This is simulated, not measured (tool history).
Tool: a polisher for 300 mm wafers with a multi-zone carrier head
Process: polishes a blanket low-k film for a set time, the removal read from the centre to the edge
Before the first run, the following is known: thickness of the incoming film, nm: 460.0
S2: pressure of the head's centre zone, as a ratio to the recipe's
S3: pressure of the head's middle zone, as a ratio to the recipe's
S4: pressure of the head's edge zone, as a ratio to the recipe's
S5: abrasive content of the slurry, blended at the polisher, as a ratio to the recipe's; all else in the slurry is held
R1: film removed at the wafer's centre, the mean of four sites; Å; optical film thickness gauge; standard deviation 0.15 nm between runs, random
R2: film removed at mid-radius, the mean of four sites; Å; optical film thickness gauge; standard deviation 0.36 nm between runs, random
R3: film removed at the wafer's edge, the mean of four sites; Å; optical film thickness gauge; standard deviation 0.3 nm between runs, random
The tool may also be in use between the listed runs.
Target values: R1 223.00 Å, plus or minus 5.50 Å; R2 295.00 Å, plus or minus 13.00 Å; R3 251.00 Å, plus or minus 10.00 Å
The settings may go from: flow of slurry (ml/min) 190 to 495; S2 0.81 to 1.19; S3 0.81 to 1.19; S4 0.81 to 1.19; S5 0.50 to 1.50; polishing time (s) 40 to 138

run 1 hour=0.0 | flow_of_slurry_(ml/min)=320 S2=1.00 S3=1.00 S4=1.00 S5=1.00 polishing_time_(s)=88 | R1=242.66 R2=246.28 R3=245.22
run 2 hour=2.3 | flow_of_slurry_(ml/min)=320 S2=1.00 S3=1.00 S4=1.00 S5=1.20 polishing_time_(s)=88 | R1=254.48 R2=257.99 R3=259.70
run 3 hour=4.3 | flow_of_slurry_(ml/min)=320 S2=1.00 S3=1.00 S4=1.04 S5=1.20 polishing_time_(s)=88 | R1=252.96 R2=259.63 R3=265.61
run 4 hour=8.3 | flow_of_slurry_(ml/min)=320 S2=0.94 S3=1.00 S4=1.04 S5=1.20 polishing_time_(s)=88 | R1=241.56 R2=260.81 R3=261.58
run 5 hour=10.7 | flow_of_slurry_(ml/min)=320 S2=0.94 S3=1.00 S4=1.07 S5=1.20 polishing_time_(s)=88 | R1=239.12 R2=262.31 R3=261.35
run 6 hour=12.2 | flow_of_slurry_(ml/min)=320 S2=1.01 S3=1.00 S4=1.07 S5=1.20 polishing_time_(s)=88 | R1=256.23 R2=257.97 R3=264.52
run 7 hour=17.5 | flow_of_slurry_(ml/min)=320 S2=0.99 S3=1.02 S4=1.06 S5=1.20 polishing_time_(s)=88 | R1=257.95 R2=266.02 R3=269.16
run 8 hour=18.2 | flow_of_slurry_(ml/min)=320 S2=0.97 S3=1.03 S4=1.04 S5=1.20 polishing_time_(s)=88 | R1=251.25 R2=266.46 R3=262.86
run 9 hour=27.3 | flow_of_slurry_(ml/min)=315 S2=0.95 S3=1.04 S4=1.04 S5=1.20 polishing_time_(s)=88 | R1=242.22 R2=264.72 R3=260.37
run 10 hour=35.0 | flow_of_slurry_(ml/min)=315 S2=0.94 S3=1.06 S4=1.03 S5=1.20 polishing_time_(s)=88 | R1=242.34 R2=273.40 R3=261.19
-- hour=35.8 slurry nozzle cleaned
run 11 hour=35.8 | flow_of_slurry_(ml/min)=310 S2=0.93 S3=1.07 S4=1.02 S5=1.20 polishing_time_(s)=88 | R1=245.76 R2=283.77 R3=263.65
run 12 hour=42.6 | flow_of_slurry_(ml/min)=310 S2=0.92 S3=1.07 S4=1.02 S5=1.20 polishing_time_(s)=88 | R1=242.22 R2=282.08 R3=263.10
run 13 hour=47.8 | flow_of_slurry_(ml/min)=310 S2=0.91 S3=1.08 S4=1.01 S5=1.20 polishing_time_(s)=88 | R1=237.93 R2=283.77 R3=264.74
run 14 hour=50.0 | flow_of_slurry_(ml/min)=310 S2=0.91 S3=1.08 S4=1.01 S5=1.20 polishing_time_(s)=88 | R1=238.35 R2=283.35 R3=259.43
run 15 hour=57.5 | flow_of_slurry_(ml/min)=310 S2=0.90 S3=1.09 S4=1.01 S5=1.20 polishing_time_(s)=88 | R1=233.58 R2=286.05 R3=265.94
run 16 hour=64.7 | flow_of_slurry_(ml/min)=310 S2=0.90 S3=1.09 S4=1.01 S5=1.20 polishing_time_(s)=88 | R1=233.84 R2=287.10 R3=259.26

Exercise: of the 5 proposed moves below, exactly one satisfies all targets within the stated allowed misses. Which move is it?
run A hour=71.9 | flow_of_slurry_(ml/min)=345 S2=0.83 S3=0.92 S4=1.05 S5=1.10 polishing_time_(s)=93 | R1=? R2=? R3=?
run B hour=71.9 | flow_of_slurry_(ml/min)=340 S2=0.87 S3=1.17 S4=0.96 S5=1.10 polishing_time_(s)=87 | R1=? R2=? R3=?
run C hour=71.9 | flow_of_slurry_(ml/min)=340 S2=0.97 S3=1.18 S4=0.94 S5=1.25 polishing_time_(s)=82 | R1=? R2=? R3=?
run D hour=71.9 | flow_of_slurry_(ml/min)=325 S2=0.87 S3=1.09 S4=1.11 S5=1.20 polishing_time_(s)=90 | R1=? R2=? R3=?
run E hour=71.9 | flow_of_slurry_(ml/min)=260 S2=0.92 S3=1.16 S4=0.92 S5=1.35 polishing_time_(s)=85 | R1=? R2=? R3=?

move=A R1=224.51 R2=254.85 R3=276.49
move=B R1=220.28 R2=288.85 R3=249.64
move=C R1=241.95 R2=286.14 R3=243.92
move=D R1=233.48 R2=289.17 R3=279.44
move=E R1=236.05 R2=291.39 R3=251.85
A: puts the biggest miss on target and leaves a different result outside tolerance
B: every result within its allowed miss
C: its largest miss is bigger than the last run's
D: its largest miss is bigger than the last run's
E: its largest miss is bigger than the last run's
Move B is the one to make.
